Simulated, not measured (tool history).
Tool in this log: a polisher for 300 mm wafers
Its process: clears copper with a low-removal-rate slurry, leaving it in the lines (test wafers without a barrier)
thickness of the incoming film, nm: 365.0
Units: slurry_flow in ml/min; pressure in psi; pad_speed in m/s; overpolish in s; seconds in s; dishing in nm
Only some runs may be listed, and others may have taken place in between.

Run 1, hour 0: slurry_flow 125 ml/min, pressure 2.3 psi, pad_speed 0.98 m/s, slurry_solids 1, overpolish 24 s. Result: seconds 189.86 s, dishing 25.57 nm.
Run 2, hour 0.7: slurry_flow 125 ml/min, pressure 2.8 psi, pad_speed 0.98 m/s, slurry_solids 1, overpolish 24 s. Result: seconds 161.27 s, dishing 28.523 nm.
Run 3, hour 2.7: slurry_flow 125 ml/min, pressure 2.8 psi, pad_speed 0.98 m/s, slurry_solids 1, overpolish 30 s. Result: seconds 165.69 s, dishing 32.823 nm.
Run 4, hour 10.3: slurry_flow 130 ml/min, pressure 2.7 psi, pad_speed 0.98 m/s, slurry_solids 1, overpolish 28 s. Result: seconds 165.21 s, dishing 30.686 nm.
Run 5, hour 13: slurry_flow 130 ml/min, pressure 2.7 psi, pad_speed 0.98 m/s, slurry_solids 1.15, overpolish 28 s. Result: seconds 167.16 s, dishing 31.299 nm.
Run 6, hour 17.1: slurry_flow 115 ml/min, pressure 2.7 psi, pad_speed 0.98 m/s, slurry_solids 1.15, overpolish 28 s. Result: seconds 171.15 s, dishing 30.173 nm.

Expected results for the next run?
Run 7, hour 18.6: slurry_flow 115 ml/min, pressure 2.6 psi, pad_speed 0.98 m/s, slurry_solids 1.15, overpolish 26 s. Result: seconds ?, dishing ?.

{"run 7": {"seconds": 171.86, "dishing": 29.197}}

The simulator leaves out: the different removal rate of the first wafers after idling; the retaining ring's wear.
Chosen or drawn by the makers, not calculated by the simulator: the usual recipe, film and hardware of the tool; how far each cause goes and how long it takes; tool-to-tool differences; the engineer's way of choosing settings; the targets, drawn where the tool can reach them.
